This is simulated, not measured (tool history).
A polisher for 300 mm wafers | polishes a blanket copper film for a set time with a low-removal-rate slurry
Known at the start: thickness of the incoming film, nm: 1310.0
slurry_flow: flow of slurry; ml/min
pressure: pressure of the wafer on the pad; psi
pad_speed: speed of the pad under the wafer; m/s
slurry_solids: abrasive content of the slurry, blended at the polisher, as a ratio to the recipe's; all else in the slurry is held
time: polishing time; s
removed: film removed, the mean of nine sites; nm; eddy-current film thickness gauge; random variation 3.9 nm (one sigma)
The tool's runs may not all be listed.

Run 1, hour 0: slurry_flow 155 ml/min, pressure 2.6 psi, pad_speed 1.08 m/s, slurry_solids 1, time 90 s. Result: removed 310.59 nm.
Run 2, hour 2.1: slurry_flow 155 ml/min, pressure 2 psi, pad_speed 1.08 m/s, slurry_solids 1, time 90 s. Result: removed 260.59 nm.
Run 3, hour 2.7: slurry_flow 155 ml/min, pressure 2 psi, pad_speed 0.94 m/s, slurry_solids 1, time 90 s. Result: removed 225.78 nm.
Run 4, hour 10: slurry_flow 160 ml/min, pressure 2.4 psi, pad_speed 0.96 m/s, slurry_solids 1, time 90 s. Result: removed 265.87 nm.
Run 5, hour 15.8: slurry_flow 130 ml/min, pressure 2.4 psi, pad_speed 0.96 m/s, slurry_solids 1, time 90 s. Result: removed 256.13 nm.
Run 6, hour 16.7: slurry_flow 140 ml/min, pressure 2.7 psi, pad_speed 0.98 m/s, slurry_solids 1, time 90 s. Result: removed 286.23 nm.
At hour 22.8: head pressure recalibrated.
Run 7, hour 22.8: slurry_flow 150 ml/min, pressure 2.9 psi, pad_speed 1 m/s, slurry_solids 1, time 90 s. Result: removed 295.91 nm.
Run 8, hour 31.4: slurry_flow 150 ml/min, pressure 3.1 psi, pad_speed 1.06 m/s, slurry_solids 1, time 90 s. Result: removed 326.97 nm.
Run 9, hour 39.9: slurry_flow 150 ml/min, pressure 3.3 psi, pad_speed 1.1 m/s, slurry_solids 1, time 90 s. Result: removed 355.48 nm.

Run 10 comes next. What will it give?
Run 10, hour 48.5: slurry_flow 190 ml/min, pressure 4 psi, pad_speed 1.18 m/s, slurry_solids 1, time 90 s. Result: removed ?.

Run 10 gave removed 460.66 nm.
